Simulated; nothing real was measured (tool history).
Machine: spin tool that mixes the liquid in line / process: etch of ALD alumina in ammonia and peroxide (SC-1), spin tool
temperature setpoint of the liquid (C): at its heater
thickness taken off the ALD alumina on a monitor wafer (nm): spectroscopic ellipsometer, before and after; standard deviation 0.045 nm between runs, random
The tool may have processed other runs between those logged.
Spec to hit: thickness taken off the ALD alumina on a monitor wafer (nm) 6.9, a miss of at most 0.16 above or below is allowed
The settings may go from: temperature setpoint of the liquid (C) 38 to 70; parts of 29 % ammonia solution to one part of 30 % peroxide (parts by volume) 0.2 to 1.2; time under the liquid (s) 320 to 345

run	day	temperature setpoint of the liquid (C)	parts of 29 % ammonia solution to one part of 30 % peroxide (parts by volume)	time under the liquid (s)	thickness taken off the ALD alumina on a monitor wafer (nm)
1	0	54	1	320	12.476
2	0.088	54	1.2	320	12.72
3	0.442	54	1.2	320	12.709
4	0.488	50.5	1.2	320	10.652
5	0.8	54	1.2	320	12.644
6	1.042	54	1.2	320	12.737
7	1.108	50.5	1.2	320	10.5
8	1.146	50.5	1.2	320	10.509
9	1.192	48	1.2	320	9.1471
10	1.333	46.5	1.2	320	8.5208
11	1.592	45.5	1.2	320	7.9331
12	1.888	45	1.2	320	7.7615
13	1.925	42.5	1.2	320	6.7046

Exactly one of the 5 candidate moves below puts every result within its allowed miss. Which one?
A	1.962	42	0.65	340	?
B	1.962	43.5	0.95	320	?
C	1.962	42	1.2	320	?
D	1.962	41	1.05	340	?
E	1.962	41	1.2	330	?

move	thickness taken off the ALD alumina on a monitor wafer (nm)
A	6.5612
B	6.9844
C	6.5491
D	6.4803
E	6.3709
A: misses by more than the last run did
B: hits every target within its allowed miss
C: misses by more than the last run did
D: misses by more than the last run did
E: misses by more than the last run did
Correct choice: B, which meets every target
